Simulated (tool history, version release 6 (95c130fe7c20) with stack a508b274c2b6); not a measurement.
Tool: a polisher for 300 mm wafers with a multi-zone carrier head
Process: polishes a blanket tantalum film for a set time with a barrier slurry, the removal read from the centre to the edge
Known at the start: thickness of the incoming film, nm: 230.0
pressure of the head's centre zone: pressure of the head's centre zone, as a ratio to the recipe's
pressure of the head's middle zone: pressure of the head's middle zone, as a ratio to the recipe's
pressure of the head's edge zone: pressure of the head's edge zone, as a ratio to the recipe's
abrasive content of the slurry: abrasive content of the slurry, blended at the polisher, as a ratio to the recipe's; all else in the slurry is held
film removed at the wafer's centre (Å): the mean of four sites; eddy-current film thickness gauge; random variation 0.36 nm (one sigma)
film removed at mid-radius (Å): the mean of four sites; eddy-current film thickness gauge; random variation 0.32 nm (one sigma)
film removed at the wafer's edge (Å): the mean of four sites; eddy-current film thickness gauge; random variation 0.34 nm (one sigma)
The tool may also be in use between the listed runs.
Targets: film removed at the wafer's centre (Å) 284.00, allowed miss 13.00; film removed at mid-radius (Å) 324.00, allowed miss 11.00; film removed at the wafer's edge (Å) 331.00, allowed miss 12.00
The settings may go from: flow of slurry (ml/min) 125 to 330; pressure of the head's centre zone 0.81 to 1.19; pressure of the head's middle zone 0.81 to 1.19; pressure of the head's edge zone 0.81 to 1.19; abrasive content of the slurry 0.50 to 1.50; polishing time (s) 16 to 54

run	hour	flow of slurry (ml/min)	pressure of the head's centre zone	pressure of the head's middle zone	pressure of the head's edge zone	abrasive content of the slurry	polishing time (s)	film removed at the wafer's centre (Å)	film removed at mid-radius (Å)	film removed at the wafer's edge (Å)
1	0.0	210	1.00	1.00	1.00	1.00	35	350.13	341.66	357.08
2	2.4	210	1.00	1.00	1.00	1.10	35	354.66	354.77	364.57
3	9.6	210	1.00	0.92	1.00	1.10	35	361.79	322.23	357.29
4	16.0	200	0.96	0.93	0.98	1.10	35	348.84	333.36	362.86
5	23.5	200	0.96	0.98	0.98	1.10	35	355.78	343.58	358.59
6	26.5	200	0.96	0.94	0.98	1.10	35	350.35	329.16	358.36
7	31.4	200	0.93	0.97	0.98	1.00	35	322.25	328.04	338.68
8	35.9	195	0.91	0.97	0.99	1.00	35	318.89	328.72	345.16
9	42.5	195	0.89	0.97	0.99	1.00	35	319.71	327.98	345.00
10	48.7	190	0.87	0.98	1.00	0.95	35	298.38	321.35	341.32
11	57.1	190	0.86	0.99	0.99	0.95	35	301.66	325.38	339.73

Which of these 5 next moves meets every target?
A	65.5	200	0.81	0.97	0.95	1.20	32	?	?	?
B	65.5	200	0.93	0.99	0.91	1.00	34	?	?	?
C	65.5	185	0.88	0.95	0.97	1.05	34	?	?	?
D	65.5	225	0.87	0.94	0.99	0.90	37	?	?	?
E	65.5	195	0.93	0.97	1.00	0.75	40	?	?	?

move	film removed at the wafer's centre (Å)	film removed at mid-radius (Å)	film removed at the wafer's edge (Å)
A	291.63	318.34	333.57
B	324.77	322.65	325.80
C	313.10	314.65	339.85
D	324.82	325.75	356.45
E	330.84	323.20	347.52
A: meets every target
B: further off than the last run
C: further off than the last run
D: further off than the last run
E: further off than the last run
Move A is the one to make.
